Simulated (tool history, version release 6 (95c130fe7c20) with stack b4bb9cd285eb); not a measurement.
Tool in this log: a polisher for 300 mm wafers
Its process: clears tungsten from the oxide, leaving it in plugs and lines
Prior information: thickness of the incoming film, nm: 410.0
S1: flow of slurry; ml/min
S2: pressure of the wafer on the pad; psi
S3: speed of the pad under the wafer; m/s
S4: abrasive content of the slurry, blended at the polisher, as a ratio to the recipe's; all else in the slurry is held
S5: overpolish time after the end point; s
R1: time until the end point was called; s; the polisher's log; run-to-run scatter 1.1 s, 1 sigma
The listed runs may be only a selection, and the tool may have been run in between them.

run  hour   S1   S2    S3    S4  S5      R1
  1   0.0  215  4.6  1.04  1.00  16  55.509
  2   4.7  215  4.6  1.04  1.00  13  55.637
  3  10.1  215  4.6  1.04  1.00  16  57.013
  4  18.3  215  4.6  1.04  1.00  13  56.594
  5  21.3  215  4.6  1.04  0.85  13  57.799
  6  26.0  215  4.3  1.04  0.85  13  60.220
  7  26.9  215  4.0  1.04  0.85  13  67.752
  8  31.1  215  3.9  1.04  0.85  13  66.930

Run 9 comes next. What will it give?
  9  38.0  215  3.7  1.04  0.85  13   ?

R1: 71.588 s
